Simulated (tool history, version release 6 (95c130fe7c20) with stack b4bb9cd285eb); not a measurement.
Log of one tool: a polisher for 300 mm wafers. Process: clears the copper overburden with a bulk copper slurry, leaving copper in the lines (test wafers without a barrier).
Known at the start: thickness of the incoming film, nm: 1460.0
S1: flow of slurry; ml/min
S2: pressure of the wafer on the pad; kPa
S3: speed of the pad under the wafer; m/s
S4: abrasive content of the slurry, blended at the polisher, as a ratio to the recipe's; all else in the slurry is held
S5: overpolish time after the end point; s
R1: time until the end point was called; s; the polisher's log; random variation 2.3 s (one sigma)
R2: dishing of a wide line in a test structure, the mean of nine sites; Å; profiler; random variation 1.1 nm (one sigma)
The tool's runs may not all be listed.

run    day   S1    S2    S3    S4  S5      R1      R2
  1  0.000  210  18.6  1.36  1.00  19  151.03  744.58
  2  0.346  210  20.0  1.36  1.00  19  150.17  777.22
  3  0.446  210  20.0  1.36  1.15  19  138.92  788.95
  4  0.542  210  20.7  1.36  1.15  19  138.70  813.82
  5  0.671  210  20.7  1.36  1.15  26  137.99  864.04
  6  0.946  210  20.7  1.36  1.15  31  130.81  898.57
     1.029  -- slurry nozzle cleaned
  7  1.029  210  20.7  1.38  1.15  30  128.28  884.60

The next listed run, before its measurement:
  8  1.383  210  20.7  1.40  1.15  29   ?   ?

Run 8 gave R1 126.05 s, R2 900.13 Å.

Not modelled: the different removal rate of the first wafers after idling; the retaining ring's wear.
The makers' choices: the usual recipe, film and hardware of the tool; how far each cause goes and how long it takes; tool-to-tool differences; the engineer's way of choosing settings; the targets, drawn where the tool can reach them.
